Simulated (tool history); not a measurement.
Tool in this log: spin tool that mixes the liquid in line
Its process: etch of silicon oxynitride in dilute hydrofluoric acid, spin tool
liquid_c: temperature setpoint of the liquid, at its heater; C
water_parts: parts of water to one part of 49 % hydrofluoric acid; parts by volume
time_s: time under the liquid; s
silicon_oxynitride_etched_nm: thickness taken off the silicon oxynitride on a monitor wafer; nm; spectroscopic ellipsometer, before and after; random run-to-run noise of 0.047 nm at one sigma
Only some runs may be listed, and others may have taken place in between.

| run | hour | liquid_c | water_parts | time_s | silicon_oxynitride_etched_nm |
|---|---|---|---|---|---|
| 1 | 0 | 21 | 165 | 270 | 5.3622 |
| 2 | 6.8 | 21 | 165 | 290 | 5.7519 |
| 3 | 14.1 | 21 | 165 | 290 | 5.8586 |
| 4 | 22.8 | 20.5 | 170 | 290 | 5.4385 |
| 5 | 25.1 | 20.5 | 170 | 290 | 5.3431 |
| 6 | 33.7 | 20 | 170 | 290 | 5.4336 |
| 7 | 35.4 | 19.5 | 175 | 290 | 5.1501 |
| 8 | 38.8 | 19 | 180 | 290 | 4.8596 |

Estimate the outcome of run 9 from the log above:
| 9 | 46.6 | 18.5 | 185 | 290 | ? |

{"run 9": {"silicon_oxynitride_etched_nm": 4.5374}}
